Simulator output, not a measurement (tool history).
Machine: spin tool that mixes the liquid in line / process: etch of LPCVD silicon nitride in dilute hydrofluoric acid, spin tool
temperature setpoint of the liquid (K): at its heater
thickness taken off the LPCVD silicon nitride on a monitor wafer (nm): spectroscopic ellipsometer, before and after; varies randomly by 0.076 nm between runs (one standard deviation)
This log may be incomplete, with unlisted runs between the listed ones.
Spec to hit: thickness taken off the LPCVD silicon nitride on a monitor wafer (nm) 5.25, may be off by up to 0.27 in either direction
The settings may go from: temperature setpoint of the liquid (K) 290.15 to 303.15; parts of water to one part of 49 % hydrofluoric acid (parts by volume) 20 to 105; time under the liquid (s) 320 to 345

run  hour  temperature setpoint of the liquid (K)  parts of water to one part of 49 % hydrofluoric acid (parts by volume)  time under the liquid (s)  thickness taken off the LPCVD silicon nitride on a monitor wafer (nm)
  1     0                                  295.15                                                                      55                        320                                                                 2.7228
  2   4.4                                  296.15                                                                      55                        320                                                                 3.0005
  3     9                                  296.15                                                                      75                        320                                                                 2.2095
  4  11.5                                  296.15                                                                      85                        320                                                                 1.9823
  5  14.1                                  297.15                                                                      80                        320                                                                 2.2292
  6  23.1                                  297.65                                                                      75                        320                                                                 2.4223
  7  31.7                                  298.15                                                                      70                        320                                                                 2.7326
  8  34.1                                  298.65                                                                      65                        320                                                                 2.9893
  9  41.7                                  299.15                                                                      60                        320                                                                  3.363
 10  48.7                                  299.65                                                                      60                        320                                                                 3.4127
 11  56.2                                  300.15                                                                      60                        320                                                                 3.5535
 12  62.7                                  300.65                                                                      60                        320                                                                 3.6929
 13  70.1                                  301.15                                                                      60                        320                                                                  3.848
 14  71.9                                  302.15                                                                      55                        320                                                                 4.4396

Below are 4 possible settings for the next run. Only one of them brings all results inside the allowed miss of their targets. Which is it?
  A  73.7                                  301.15                                                                      60                        325                                                                      ?
  B  73.7                                  301.15                                                                      50                        325                                                                      ?
  C  73.7                                  302.15                                                                      50                        340                                                                      ?
  D  73.7                                  300.15                                                                      50                        335                                                                      ?

move  thickness taken off the LPCVD silicon nitride on a monitor wafer (nm)
   A                                                                 3.9655
   B                                                                 4.7479
   C                                                                 5.3017
   D                                                                 4.5827
A: its largest miss is bigger than the last run's
B: gains on the last run, yet a result remains outside its allowed miss
C: every result lands within tolerance
D: gains on the last run, yet a result remains outside its allowed miss
The right move is C.
